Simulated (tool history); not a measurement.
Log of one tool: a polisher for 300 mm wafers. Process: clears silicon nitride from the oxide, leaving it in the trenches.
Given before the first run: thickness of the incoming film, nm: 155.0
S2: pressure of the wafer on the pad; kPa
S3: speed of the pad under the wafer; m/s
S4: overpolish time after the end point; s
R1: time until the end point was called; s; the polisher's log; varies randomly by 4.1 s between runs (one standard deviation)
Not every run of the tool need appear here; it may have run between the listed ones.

run 1 hour=0 | flow_of_slurry_(ml/min)=165 S2=23.4 S3=0.86 S4=6 | R1=196.02
run 2 hour=2.9 | flow_of_slurry_(ml/min)=165 S2=23.4 S3=0.86 S4=6 | R1=197.74
run 3 hour=7.3 | flow_of_slurry_(ml/min)=130 S2=23.4 S3=0.86 S4=6 | R1=211.27
run 4 hour=15.9 | flow_of_slurry_(ml/min)=125 S2=21.4 S3=0.86 S4=6 | R1=225.54
run 5 hour=20.4 | flow_of_slurry_(ml/min)=125 S2=26.2 S3=0.86 S4=6 | R1=190.51
run 6 hour=25.8 | flow_of_slurry_(ml/min)=140 S2=26.2 S3=0.86 S4=6 | R1=185.72
run 7 hour=26.8 | flow_of_slurry_(ml/min)=140 S2=26.2 S3=0.86 S4=6 | R1=179.58
run 8 hour=31.1 | flow_of_slurry_(ml/min)=135 S2=22.8 S3=0.86 S4=6 | R1=210.11
run 9 hour=39.9 | flow_of_slurry_(ml/min)=130 S2=20 S3=0.86 S4=6 | R1=229.73
run 10 hour=46.3 | flow_of_slurry_(ml/min)=130 S2=13.1 S3=0.84 S4=6 | R1=328.55

Run 11 is up next; what results do you expect?
run 11 hour=49.4 | flow_of_slurry_(ml/min)=130 S2=13.1 S3=0.84 S4=6 | R1=?

Run 11 yielded R1 323.89 s.

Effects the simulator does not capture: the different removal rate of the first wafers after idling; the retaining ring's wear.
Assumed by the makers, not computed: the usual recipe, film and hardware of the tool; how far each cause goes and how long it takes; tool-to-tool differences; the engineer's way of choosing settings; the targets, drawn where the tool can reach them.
